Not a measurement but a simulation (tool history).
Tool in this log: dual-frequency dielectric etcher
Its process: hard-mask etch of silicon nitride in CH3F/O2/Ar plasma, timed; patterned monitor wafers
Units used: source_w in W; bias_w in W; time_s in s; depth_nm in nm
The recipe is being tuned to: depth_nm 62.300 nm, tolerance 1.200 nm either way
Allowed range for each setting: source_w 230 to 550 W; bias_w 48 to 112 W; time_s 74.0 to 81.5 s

Run 1, hour 0.0: source_w 390 W, bias_w 80 W, time_s 81.5 s. Result: depth_nm 55.768 nm.
Run 2, hour 7.7: source_w 390 W, bias_w 80 W, time_s 74.0 s. Result: depth_nm 50.464 nm.
Run 3, hour 14.9: source_w 430 W, bias_w 84 W, time_s 74.5 s. Result: depth_nm 53.937 nm.
Run 4, hour 22.6: source_w 380 W, bias_w 84 W, time_s 74.5 s. Result: depth_nm 51.488 nm.
Run 5, hour 23.9: source_w 380 W, bias_w 84 W, time_s 81.5 s. Result: depth_nm 56.291 nm.
Run 6, hour 28.3: source_w 380 W, bias_w 73 W, time_s 81.5 s. Result: depth_nm 52.565 nm.
Run 7, hour 30.0: source_w 420 W, bias_w 76 W, time_s 81.5 s. Result: depth_nm 55.624 nm.
Run 8, hour 37.4: source_w 450 W, bias_w 77 W, time_s 81.5 s. Result: depth_nm 56.975 nm.
Run 9, hour 39.4: source_w 470 W, bias_w 78 W, time_s 81.5 s. Result: depth_nm 58.375 nm.
Run 10, hour 48.4: source_w 490 W, bias_w 79 W, time_s 81.5 s. Result: depth_nm 59.486 nm.
Run 11, hour 49.2: source_w 500 W, bias_w 80 W, time_s 81.5 s. Result: depth_nm 60.833 nm.
Run 12, hour 57.6: source_w 510 W, bias_w 80 W, time_s 81.5 s. Result: depth_nm 61.079 nm.

4 next moves are on the table. One of them brings every result within its allowed miss. Which?
Run A, hour 66.0: source_w 480 W, bias_w 93 W, time_s 74.0 s. Result: depth_nm ?.
Run B, hour 66.0: source_w 540 W, bias_w 89 W, time_s 78.0 s. Result: depth_nm ?.
Run C, hour 66.0: source_w 470 W, bias_w 95 W, time_s 75.5 s. Result: depth_nm ?.
Run D, hour 66.0: source_w 490 W, bias_w 86 W, time_s 77.5 s. Result: depth_nm ?.

move  depth_nm
   A    58.347
   B    62.551
   C    59.763
   D    59.102
A: misses by more than the last run did
B: every result lands within tolerance
C: misses by more than the last run did
D: misses by more than the last run did
Answer: B

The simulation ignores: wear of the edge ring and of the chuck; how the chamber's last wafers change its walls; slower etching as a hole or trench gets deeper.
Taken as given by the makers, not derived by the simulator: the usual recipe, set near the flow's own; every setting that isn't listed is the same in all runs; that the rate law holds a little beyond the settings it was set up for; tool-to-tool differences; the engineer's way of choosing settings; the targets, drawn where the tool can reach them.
